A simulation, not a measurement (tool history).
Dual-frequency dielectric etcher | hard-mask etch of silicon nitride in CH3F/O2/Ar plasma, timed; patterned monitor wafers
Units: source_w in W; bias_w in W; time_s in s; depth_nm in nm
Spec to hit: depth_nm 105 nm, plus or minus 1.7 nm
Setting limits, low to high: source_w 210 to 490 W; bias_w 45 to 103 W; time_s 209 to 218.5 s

Run 1, hour 0: source_w 350 W, bias_w 74 W, time_s 209 s. Result: depth_nm 142.38 nm.
Run 2, hour 5.1: source_w 350 W, bias_w 74 W, time_s 209 s. Result: depth_nm 142.07 nm.
Run 3, hour 7.3: source_w 390 W, bias_w 74 W, time_s 209 s. Result: depth_nm 149.16 nm.
Run 4, hour 11.9: source_w 390 W, bias_w 74 W, time_s 218.5 s. Result: depth_nm 156.83 nm.
Run 5, hour 20.9: source_w 370 W, bias_w 70 W, time_s 217 s. Result: depth_nm 147.36 nm.
Run 6, hour 25.5: source_w 350 W, bias_w 67 W, time_s 216.5 s. Result: depth_nm 140.46 nm.
Run 7, hour 28.5: source_w 330 W, bias_w 65 W, time_s 216.5 s. Result: depth_nm 134.52 nm.
Run 8, hour 35.5: source_w 320 W, bias_w 63 W, time_s 216.5 s. Result: depth_nm 131.37 nm.
Run 9, hour 40.1: source_w 310 W, bias_w 61 W, time_s 216.5 s. Result: depth_nm 126.81 nm.
Run 10, hour 41.7: source_w 300 W, bias_w 60 W, time_s 216.5 s. Result: depth_nm 123.43 nm.
Run 11, hour 44.3: source_w 290 W, bias_w 59 W, time_s 216.5 s. Result: depth_nm 120.82 nm.

Pick the move, out of 4, that brings all results within their allowed miss; only one does.
Run A, hour 46.9: source_w 270 W, bias_w 47 W, time_s 218.5 s. Result: depth_nm ?.
Run B, hour 46.9: source_w 340 W, bias_w 45 W, time_s 216 s. Result: depth_nm ?.
Run C, hour 46.9: source_w 340 W, bias_w 63 W, time_s 213.5 s. Result: depth_nm ?.
Run D, hour 46.9: source_w 270 W, bias_w 61 W, time_s 209.5 s. Result: depth_nm ?.

move  depth_nm
   A    104.34
   B    113.71
   C    132.44
   D    114.01
A: in spec on every target
B: better than the last run, though not everything is in spec
C: its largest miss is bigger than the last run's
D: better than the last run, though not everything is in spec
Move A is the one to make.
